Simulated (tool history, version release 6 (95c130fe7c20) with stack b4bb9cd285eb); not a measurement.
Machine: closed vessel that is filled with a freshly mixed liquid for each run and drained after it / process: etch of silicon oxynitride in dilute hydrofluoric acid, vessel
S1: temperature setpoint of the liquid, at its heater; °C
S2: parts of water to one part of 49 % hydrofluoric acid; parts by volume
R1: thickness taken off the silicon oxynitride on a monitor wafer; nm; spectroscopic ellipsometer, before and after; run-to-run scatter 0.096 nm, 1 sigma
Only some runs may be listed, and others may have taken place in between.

Run 1, hour 0.0: S1 20.0 °C, S2 285 parts by volume, time in the liquid (s) 505. Result: R1 6.1411 nm.
Run 2, hour 8.2: S1 20.0 °C, S2 285 parts by volume, time in the liquid (s) 550. Result: R1 6.7507 nm.
Run 3, hour 9.8: S1 22.0 °C, S2 285 parts by volume, time in the liquid (s) 550. Result: R1 7.2006 nm.
Run 4, hour 18.6: S1 22.5 °C, S2 280 parts by volume, time in the liquid (s) 550. Result: R1 7.5515 nm.
Run 5, hour 26.8: S1 22.5 °C, S2 280 parts by volume, time in the liquid (s) 505. Result: R1 6.9602 nm.
Run 6, hour 34.9: S1 22.5 °C, S2 280 parts by volume, time in the liquid (s) 505. Result: R1 7.0542 nm.

What will run 7 give?
Run 7, hour 35.7: S1 23.5 °C, S2 275 parts by volume, time in the liquid (s) 505. Result: R1 ?.

{"run 7": {"R1": 7.4588}}

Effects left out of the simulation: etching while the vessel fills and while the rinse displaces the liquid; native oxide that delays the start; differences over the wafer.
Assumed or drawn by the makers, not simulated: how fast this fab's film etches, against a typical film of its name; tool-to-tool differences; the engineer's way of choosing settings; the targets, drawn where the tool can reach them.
